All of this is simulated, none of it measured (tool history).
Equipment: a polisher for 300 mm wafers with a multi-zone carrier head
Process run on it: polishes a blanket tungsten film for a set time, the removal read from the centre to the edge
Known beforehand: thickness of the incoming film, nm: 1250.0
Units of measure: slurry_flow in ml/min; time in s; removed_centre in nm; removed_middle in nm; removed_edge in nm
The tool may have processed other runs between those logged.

run	day	slurry_flow	centre_zone	middle_zone	edge_zone	slurry_solids	time	removed_centre	removed_middle	removed_edge
1	0.000	155	1.00	1.00	1.00	1.00	55	277.42	279.50	257.00
2	0.304	155	1.06	1.00	1.00	1.00	55	297.87	277.31	251.68
3	0.658	150	1.05	0.98	0.99	0.95	53	274.66	258.57	236.98
4	0.858	165	1.05	0.98	0.99	0.95	53	281.63	262.38	239.17
5	1.125	160	1.05	0.96	0.99	0.90	52	267.24	242.74	234.86
6	1.462	160	1.05	0.96	0.99	0.70	52	239.79	223.28	210.29
7	1.829	155	1.05	0.94	0.98	0.65	52	233.64	210.37	200.73
8	2.158	110	0.95	0.84	0.92	0.55	52	186.97	175.03	179.74
9	2.350	110	0.96	0.84	0.92	0.55	52	190.19	178.82	175.29
# day 2.550: edge zone pressure recalibrated
10	2.550	95	1.01	0.81	1.02	0.50	50	180.18	154.84	177.02

Run 11, settings as shown, results not yet in. Your forecast:
11	2.633	100	1.01	0.81	1.01	0.50	50	?	?	?

Run 11 produced removed_centre 178.87 nm, removed_middle 155.73 nm, removed_edge 171.18 nm.
